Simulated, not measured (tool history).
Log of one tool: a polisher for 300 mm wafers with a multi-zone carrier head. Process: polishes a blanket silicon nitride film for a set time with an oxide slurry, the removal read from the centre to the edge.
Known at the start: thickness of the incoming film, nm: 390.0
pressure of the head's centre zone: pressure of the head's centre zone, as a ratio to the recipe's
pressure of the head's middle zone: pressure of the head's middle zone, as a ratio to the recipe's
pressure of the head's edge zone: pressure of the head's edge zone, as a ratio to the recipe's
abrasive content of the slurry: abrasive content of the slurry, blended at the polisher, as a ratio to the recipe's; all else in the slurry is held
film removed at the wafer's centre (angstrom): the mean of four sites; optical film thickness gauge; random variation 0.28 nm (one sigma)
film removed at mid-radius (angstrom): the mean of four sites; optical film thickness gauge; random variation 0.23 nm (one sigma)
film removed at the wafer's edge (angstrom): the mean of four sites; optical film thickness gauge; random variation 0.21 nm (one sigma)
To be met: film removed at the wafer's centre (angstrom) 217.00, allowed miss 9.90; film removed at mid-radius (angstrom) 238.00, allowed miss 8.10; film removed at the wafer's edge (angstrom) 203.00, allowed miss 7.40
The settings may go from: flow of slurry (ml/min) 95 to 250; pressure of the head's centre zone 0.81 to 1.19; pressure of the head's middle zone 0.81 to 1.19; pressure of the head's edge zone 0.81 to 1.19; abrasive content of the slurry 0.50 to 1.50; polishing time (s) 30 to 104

| run | hour | flow of slurry (ml/min) | pressure of the head's centre zone | pressure of the head's middle zone | pressure of the head's edge zone | abrasive content of the slurry | polishing time (s) | film removed at the wafer's centre (angstrom) | film removed at mid-radius (angstrom) | film removed at the wafer's edge (angstrom) |
|---|---|---|---|---|---|---|---|---|---|---|
| 1 | 0.0 | 160 | 1.00 | 1.00 | 1.00 | 1.00 | 67 | 378.16 | 385.72 | 382.79 |
| 2 | 4.3 | 160 | 1.00 | 1.06 | 1.00 | 1.00 | 67 | 378.16 | 401.75 | 379.17 |
| 3 | 10.2 | 155 | 1.00 | 1.07 | 0.96 | 0.85 | 61 | 312.66 | 333.94 | 305.42 |
| 4 | 13.6 | 155 | 1.00 | 1.07 | 0.96 | 0.85 | 67 | 344.39 | 363.40 | 335.74 |
| 5 | 16.4 | 155 | 1.00 | 1.07 | 0.96 | 1.05 | 67 | 387.84 | 410.59 | 373.13 |
| 6 | 24.3 | 155 | 1.00 | 1.07 | 0.88 | 1.05 | 67 | 390.41 | 404.66 | 364.77 |
| 7 | 29.2 | 150 | 0.99 | 1.08 | 0.87 | 0.90 | 63 | 330.54 | 361.78 | 306.35 |
| 8 | 34.6 | 145 | 0.99 | 1.06 | 0.86 | 0.80 | 60 | 292.08 | 304.16 | 275.76 |
| 9 | 36.0 | 145 | 0.99 | 1.07 | 0.85 | 0.70 | 58 | 252.75 | 276.08 | 239.59 |
| 10 | 42.4 | 140 | 0.99 | 1.07 | 0.84 | 0.65 | 58 | 241.96 | 257.57 | 224.48 |
| 11 | 47.5 | 130 | 0.98 | 1.07 | 0.83 | 0.65 | 58 | 235.08 | 254.18 | 222.37 |
| 12 | 50.7 | 125 | 0.98 | 1.08 | 0.82 | 0.65 | 58 | 230.88 | 249.50 | 221.08 |
| 13 | 55.9 | 125 | 0.99 | 1.09 | 0.82 | 0.65 | 58 | 228.78 | 253.20 | 219.70 |
| 14 | 63.0 | 120 | 1.01 | 1.10 | 0.82 | 0.65 | 58 | 238.92 | 255.31 | 218.99 |
| 15 | 65.0 | 115 | 1.01 | 1.10 | 0.82 | 0.65 | 58 | 228.27 | 249.94 | 214.86 |
| 16 | 68.7 | 110 | 1.02 | 1.10 | 0.82 | 0.65 | 58 | 228.55 | 245.89 | 216.85 |
| 17 | 71.0 | 110 | 1.02 | 1.11 | 0.82 | 0.65 | 58 | 225.13 | 252.20 | 214.42 |
| 18 | 73.8 | 110 | 1.03 | 1.11 | 0.82 | 0.65 | 58 | 224.93 | 247.30 | 210.00 |
| 19 | 81.4 | 110 | 1.03 | 1.11 | 0.82 | 0.65 | 58 | 233.70 | 246.83 | 216.02 |
| 20 | 89.4 | 110 | 1.01 | 1.14 | 0.81 | 0.50 | 58 | 182.83 | 202.10 | 167.20 |
| 21 | 95.9 | 120 | 0.99 | 1.12 | 0.81 | 0.55 | 58 | 202.41 | 223.92 | 189.85 |
| 22 | 98.0 | 125 | 0.98 | 1.11 | 0.81 | 0.55 | 58 | 197.29 | 225.24 | 190.96 |
| 23 | 105.1 | 125 | 0.98 | 1.11 | 0.81 | 0.55 | 58 | 196.71 | 222.05 | 191.62 |
| 24 | 113.1 | 135 | 0.98 | 1.10 | 0.81 | 0.55 | 58 | 203.09 | 225.47 | 194.11 |
| 25 | 115.0 | 140 | 0.98 | 1.10 | 0.81 | 0.55 | 58 | 206.45 | 226.87 | 192.79 |
| 26 | 115.7 | 145 | 0.98 | 1.10 | 0.81 | 0.55 | 58 | 206.49 | 228.30 | 195.39 |
| 27 | 122.3 | 150 | 0.98 | 1.10 | 0.81 | 0.55 | 58 | 205.34 | 232.34 | 193.79 |

Which of these 5 next moves meets every target?
| A | 128.9 | 195 | 1.04 | 1.17 | 0.81 | 0.50 | 59 | ? | ? | ? |
| B | 128.9 | 170 | 0.97 | 1.19 | 0.81 | 0.60 | 56 | ? | ? | ? |
| C | 128.9 | 160 | 0.97 | 1.08 | 0.81 | 0.55 | 59 | ? | ? | ? |
| D | 128.9 | 200 | 1.08 | 1.06 | 0.81 | 0.65 | 51 | ? | ? | ? |
| E | 128.9 | 160 | 1.16 | 1.11 | 0.84 | 0.50 | 60 | ? | ? | ? |

| move | film removed at the wafer's centre (angstrom) | film removed at mid-radius (angstrom) | film removed at the wafer's edge (angstrom) |
|---|---|---|---|
| A | 216.64 | 237.74 | 184.41 |
| B | 220.30 | 263.90 | 202.85 |
| C | 212.53 | 235.09 | 197.00 |
| D | 245.25 | 238.46 | 201.13 |
| E | 236.78 | 223.54 | 185.83 |
A: further off than the last run
B: brings the result that was furthest off to its target, and leaves another outside
C: meets every target
D: brings the result that was furthest off to its target, and leaves another outside
E: further off than the last run
The right move is C.

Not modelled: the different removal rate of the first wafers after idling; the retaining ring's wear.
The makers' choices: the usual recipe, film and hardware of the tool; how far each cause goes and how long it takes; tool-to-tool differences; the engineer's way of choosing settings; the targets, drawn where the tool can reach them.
